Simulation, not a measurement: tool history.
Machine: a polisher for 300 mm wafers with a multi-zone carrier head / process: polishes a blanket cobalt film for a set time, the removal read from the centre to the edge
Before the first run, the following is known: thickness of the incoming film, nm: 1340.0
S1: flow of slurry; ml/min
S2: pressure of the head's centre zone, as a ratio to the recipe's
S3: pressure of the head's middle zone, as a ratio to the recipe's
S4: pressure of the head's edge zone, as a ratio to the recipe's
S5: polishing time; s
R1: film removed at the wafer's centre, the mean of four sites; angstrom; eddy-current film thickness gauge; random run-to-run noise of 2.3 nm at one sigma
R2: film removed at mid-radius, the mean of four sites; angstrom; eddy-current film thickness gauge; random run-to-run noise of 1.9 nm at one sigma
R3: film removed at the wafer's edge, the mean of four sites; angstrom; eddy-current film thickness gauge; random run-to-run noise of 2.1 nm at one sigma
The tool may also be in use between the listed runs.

run	hour	S1	S2	S3	S4	S5	R1	R2	R3
1	0	245	1	1	1	82	3301.4	3266.9	3366.4
2	4.3	245	1	1	1	66	2645.4	2634.7	2613.5
3	8.4	245	0.93	1	1	66	2371.6	2612	2684.5
4	11.6	245	0.93	0.97	1	66	2396.2	2547.3	2590.2
5	14.1	250	0.93	0.95	0.96	61	2237.1	2330.6	2433.1
6	16.2	290	0.93	0.95	0.96	61	2265.5	2364.6	2435.4
7	17.7	260	0.94	0.96	0.93	56	2069.3	2215.5	2149.2
8	21.2	255	0.95	0.95	0.91	53	2013.4	2035.6	2084.5
9	24.2	255	0.96	0.97	0.89	50	1926.4	1980.2	1886.4
10	28.4	255	0.96	0.97	0.87	48	1769.9	1884.5	1811
11	29.9	255	0.98	0.97	0.86	47	1837	1800.8	1750.2

Run 12 comes next. What will it give?
12	37.2	255	0.98	0.98	0.85	46	?	?	?

Run 12 gave R1 1753.9 angstrom, R2 1816.2 angstrom, R3 1693.9 angstrom.
